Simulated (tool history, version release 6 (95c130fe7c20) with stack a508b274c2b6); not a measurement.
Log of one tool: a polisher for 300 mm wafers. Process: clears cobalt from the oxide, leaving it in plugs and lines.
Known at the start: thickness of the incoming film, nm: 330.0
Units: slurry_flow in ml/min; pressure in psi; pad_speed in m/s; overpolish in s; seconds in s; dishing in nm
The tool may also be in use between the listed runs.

Run 1, hour 0: slurry_flow 320 ml/min, pressure 1.6 psi, pad_speed 0.96 m/s, overpolish 30 s. Result: seconds 81.856 s, dishing 46.469 nm.
Run 2, hour 3.1: slurry_flow 320 ml/min, pressure 1.5 psi, pad_speed 0.96 m/s, overpolish 27 s. Result: seconds 86.702 s, dishing 43.283 nm.
Run 3, hour 11.4: slurry_flow 320 ml/min, pressure 1.5 psi, pad_speed 0.96 m/s, overpolish 37 s. Result: seconds 86.843 s, dishing 47.743 nm.
Run 4, hour 18.4: slurry_flow 320 ml/min, pressure 1.4 psi, pad_speed 0.96 m/s, overpolish 33 s. Result: seconds 92.196 s, dishing 44.535 nm.
Run 5, hour 23.2: slurry_flow 320 ml/min, pressure 1.3 psi, pad_speed 0.96 m/s, overpolish 31 s. Result: seconds 100.2 s, dishing 43.657 nm.
Run 6, hour 24.6: slurry_flow 320 ml/min, pressure 1.3 psi, pad_speed 0.96 m/s, overpolish 23 s. Result: seconds 99.444 s, dishing 37.507 nm.
Run 7, hour 26.8: slurry_flow 320 ml/min, pressure 1.3 psi, pad_speed 0.96 m/s, overpolish 24 s. Result: seconds 100.04 s, dishing 39.135 nm.

The next listed run, before its measurement:
Run 8, hour 34.7: slurry_flow 315 ml/min, pressure 1.1 psi, pad_speed 0.96 m/s, overpolish 23 s. Result: seconds ?, dishing ?.

Run 8 gave seconds 116.74 s, dishing 34.281 nm.
